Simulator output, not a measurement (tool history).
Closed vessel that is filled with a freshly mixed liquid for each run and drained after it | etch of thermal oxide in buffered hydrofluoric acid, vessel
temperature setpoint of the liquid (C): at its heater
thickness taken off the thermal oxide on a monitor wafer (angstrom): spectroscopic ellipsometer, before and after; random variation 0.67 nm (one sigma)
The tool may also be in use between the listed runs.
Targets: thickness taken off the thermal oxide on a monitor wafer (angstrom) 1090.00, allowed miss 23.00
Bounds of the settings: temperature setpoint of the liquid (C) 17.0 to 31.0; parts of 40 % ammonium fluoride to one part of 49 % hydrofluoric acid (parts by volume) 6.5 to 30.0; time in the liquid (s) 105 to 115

run  hour  temperature setpoint of the liquid (C)  parts of 40 % ammonium fluoride to one part of 49 % hydrofluoric acid (parts by volume)  time in the liquid (s)  thickness taken off the thermal oxide on a monitor wafer (angstrom)
  1   0.0                                    23.0                                                                                     19.5                     105                                                               519.61
  2   4.7                                    25.5                                                                                     17.5                     105                                                               664.19
  3   7.9                                    27.5                                                                                     16.5                     105                                                               793.26
  4  14.4                                    28.5                                                                                     16.0                     105                                                               845.07
  5  23.4                                    28.5                                                                                     11.0                     105                                                              1226.50
  6  27.0                                    28.0                                                                                     11.0                     105                                                              1198.70
  7  33.4                                    27.5                                                                                     11.0                     105                                                              1165.60
  8  35.1                                    27.0                                                                                     11.0                     105                                                              1145.80

Which of these 5 next moves meets every target?
  A  36.8                                    28.5                                                                                     11.5                     110                                                                    ?
  B  36.8                                    26.0                                                                                     12.0                     115                                                                    ?
  C  36.8                                    24.0                                                                                      8.5                     105                                                                    ?
  D  36.8                                    25.5                                                                                     11.0                     105                                                                    ?
  E  36.8                                    27.0                                                                                     11.5                     110                                                                    ?

move  thickness taken off the thermal oxide on a monitor wafer (angstrom)
   A                                                              1224.10
   B                                                              1074.20
   C                                                              1195.10
   D                                                              1039.30
   E                                                              1130.20
A: further off than the last run
B: meets every target
C: further off than the last run
D: takes the result that was furthest off past its target
E: nearer than the last run, and not there yet
The right move is B.
